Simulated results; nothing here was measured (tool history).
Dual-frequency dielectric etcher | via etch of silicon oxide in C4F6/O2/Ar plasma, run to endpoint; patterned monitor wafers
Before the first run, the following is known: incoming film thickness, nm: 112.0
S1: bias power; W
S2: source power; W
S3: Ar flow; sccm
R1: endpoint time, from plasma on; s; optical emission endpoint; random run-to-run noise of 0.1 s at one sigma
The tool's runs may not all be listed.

run	day	S1	S2	S3	R1
1	0.000	560	410	390	25.174
2	0.312	560	380	390	25.625
3	0.583	478	380	390	28.156
4	0.908	514	380	390	26.837
5	1.046	542	380	390	26.224
6	1.188	565	380	390	25.749
7	1.392	585	380	390	25.029
8	1.671	597	380	390	24.930
9	2.008	610	380	390	24.485

Estimate the outcome of run 10 from the log above:
10	2.338	610	380	390	?

Run 10 came out at R1 24.364 s.

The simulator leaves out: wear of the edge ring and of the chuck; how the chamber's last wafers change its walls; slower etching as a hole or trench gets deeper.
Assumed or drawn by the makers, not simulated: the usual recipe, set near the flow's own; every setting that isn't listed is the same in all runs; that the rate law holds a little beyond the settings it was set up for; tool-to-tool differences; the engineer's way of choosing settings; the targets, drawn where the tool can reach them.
